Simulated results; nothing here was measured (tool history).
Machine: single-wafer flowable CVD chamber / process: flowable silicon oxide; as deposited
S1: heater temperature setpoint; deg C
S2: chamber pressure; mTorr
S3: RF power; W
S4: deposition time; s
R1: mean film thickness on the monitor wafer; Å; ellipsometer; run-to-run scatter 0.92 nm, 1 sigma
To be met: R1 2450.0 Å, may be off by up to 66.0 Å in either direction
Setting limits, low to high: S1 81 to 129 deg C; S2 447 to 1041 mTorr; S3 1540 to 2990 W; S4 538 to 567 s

run,hour,S1,S2,S3,S4,R1
1,0.0,105,744,2265,567,2815.7
2,5.0,96,744,2265,567,3651.5
3,9.2,96,744,2450,567,3700.3
4,15.0,96,744,2730,567,3739.8
5,23.1,96,744,2940,567,3759.9
6,27.2,100,743,2940,567,3357.5
7,34.4,103,742,2940,567,3071.1
8,40.0,105,741,2940,567,2900.4

Below are 5 possible settings for the next run. Only one of them brings all results inside the allowed miss of their targets. Which is it?
A,45.6,107,659,2905,567,?
B,45.6,103,595,2725,538,?
C,45.6,112,762,2795,541,?
D,45.6,109,691,2910,538,?
E,45.6,109,693,2985,538,?

move,R1
A,2438.9
B,2345.4
C,2314.6
D,2287.6
E,2300.2
A: every result within its allowed miss
B: the result that was furthest off in the last run now lies on the other side of its target
C: the result that was furthest off in the last run now lies on the other side of its target
D: the result that was furthest off in the last run now lies on the other side of its target
E: the result that was furthest off in the last run now lies on the other side of its target
Answer: A
